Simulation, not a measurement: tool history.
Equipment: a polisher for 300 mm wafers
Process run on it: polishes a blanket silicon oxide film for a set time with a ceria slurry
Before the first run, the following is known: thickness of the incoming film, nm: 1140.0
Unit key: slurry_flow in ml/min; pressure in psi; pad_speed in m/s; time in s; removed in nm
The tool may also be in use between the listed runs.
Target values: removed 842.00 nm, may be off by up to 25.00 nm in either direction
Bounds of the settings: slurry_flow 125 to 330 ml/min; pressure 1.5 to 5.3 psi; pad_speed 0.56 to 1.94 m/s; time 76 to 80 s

Run 1, hour 0.0: slurry_flow 210 ml/min, pressure 3.4 psi, pad_speed 1.24 m/s, time 76 s. Result: removed 459.35 nm.
Run 2, hour 0.9: slurry_flow 215 ml/min, pressure 3.9 psi, pad_speed 1.26 m/s, time 76 s. Result: removed 524.11 nm.
Run 3, hour 5.7: slurry_flow 250 ml/min, pressure 3.9 psi, pad_speed 1.26 m/s, time 76 s. Result: removed 533.17 nm.
Run 4, hour 8.5: slurry_flow 250 ml/min, pressure 3.9 psi, pad_speed 1.08 m/s, time 76 s. Result: removed 470.79 nm.
Run 5, hour 15.5: slurry_flow 250 ml/min, pressure 4.3 psi, pad_speed 1.16 m/s, time 76 s. Result: removed 543.68 nm.
Run 6, hour 23.4: slurry_flow 250 ml/min, pressure 4.6 psi, pad_speed 1.22 m/s, time 76 s. Result: removed 615.84 nm.
Run 7, hour 32.5: slurry_flow 250 ml/min, pressure 4.8 psi, pad_speed 1.26 m/s, time 76 s. Result: removed 656.38 nm.
Run 8, hour 34.2: slurry_flow 250 ml/min, pressure 4.9 psi, pad_speed 1.30 m/s, time 76 s. Result: removed 690.63 nm.
Run 9, hour 39.4: slurry_flow 250 ml/min, pressure 5.0 psi, pad_speed 1.34 m/s, time 76 s. Result: removed 724.16 nm.
Run 10, hour 45.2: slurry_flow 250 ml/min, pressure 5.1 psi, pad_speed 1.36 m/s, time 76 s. Result: removed 746.76 nm.
Run 11, hour 49.8: slurry_flow 250 ml/min, pressure 5.2 psi, pad_speed 1.38 m/s, time 76 s. Result: removed 782.92 nm.
Run 12, hour 51.8: slurry_flow 250 ml/min, pressure 5.2 psi, pad_speed 1.40 m/s, time 76 s. Result: removed 779.91 nm.
Run 13, hour 57.3: slurry_flow 250 ml/min, pressure 5.2 psi, pad_speed 1.42 m/s, time 76 s. Result: removed 794.85 nm.
Run 14, hour 60.9: slurry_flow 250 ml/min, pressure 5.2 psi, pad_speed 1.44 m/s, time 76 s. Result: removed 802.53 nm.

Which of these 5 next moves meets every target?
Run A, hour 64.5: slurry_flow 250 ml/min, pressure 5.3 psi, pad_speed 1.38 m/s, time 80 s. Result: removed ?.
Run B, hour 64.5: slurry_flow 260 ml/min, pressure 5.2 psi, pad_speed 1.66 m/s, time 76 s. Result: removed ?.
Run C, hour 64.5: slurry_flow 260 ml/min, pressure 5.3 psi, pad_speed 1.58 m/s, time 77 s. Result: removed ?.
Run D, hour 64.5: slurry_flow 300 ml/min, pressure 4.2 psi, pad_speed 1.76 m/s, time 76 s. Result: removed ?.
Run E, hour 64.5: slurry_flow 250 ml/min, pressure 5.3 psi, pad_speed 1.54 m/s, time 79 s. Result: removed ?.

move  removed
   A   826.33
   B   921.33
   C   907.47
   D   801.22
   E   905.05
A: all results in spec
B: takes the result that was furthest off past its target
C: takes the result that was furthest off past its target
D: just as far off the targets as the last run
E: takes the result that was furthest off past its target
A meets every target.

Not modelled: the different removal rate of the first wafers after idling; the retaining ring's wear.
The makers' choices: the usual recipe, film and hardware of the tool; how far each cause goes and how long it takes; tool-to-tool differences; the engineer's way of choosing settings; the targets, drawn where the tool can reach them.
